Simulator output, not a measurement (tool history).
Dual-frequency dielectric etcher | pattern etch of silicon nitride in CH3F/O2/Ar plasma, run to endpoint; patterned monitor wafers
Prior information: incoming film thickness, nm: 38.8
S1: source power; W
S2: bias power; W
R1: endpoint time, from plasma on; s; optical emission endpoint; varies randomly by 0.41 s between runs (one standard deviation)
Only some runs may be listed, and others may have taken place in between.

run    day   S1   S2      R1
  1  0.000  370  100  49.916
  2  0.229  370   88  53.007
  3  0.550  350   86  54.498
  4  0.750  330   85  56.560
  5  0.971  330   99  51.996
  6  1.283  310   95  54.665
  7  1.542  300   93  56.401
  8  1.733  290   92  57.074
  9  2.075  280   91  58.121
 10  2.150  270   90  59.249

The next listed run, before its measurement:
 11  2.354  260  90   ?

{"run 11": {"R1": 60.055}}

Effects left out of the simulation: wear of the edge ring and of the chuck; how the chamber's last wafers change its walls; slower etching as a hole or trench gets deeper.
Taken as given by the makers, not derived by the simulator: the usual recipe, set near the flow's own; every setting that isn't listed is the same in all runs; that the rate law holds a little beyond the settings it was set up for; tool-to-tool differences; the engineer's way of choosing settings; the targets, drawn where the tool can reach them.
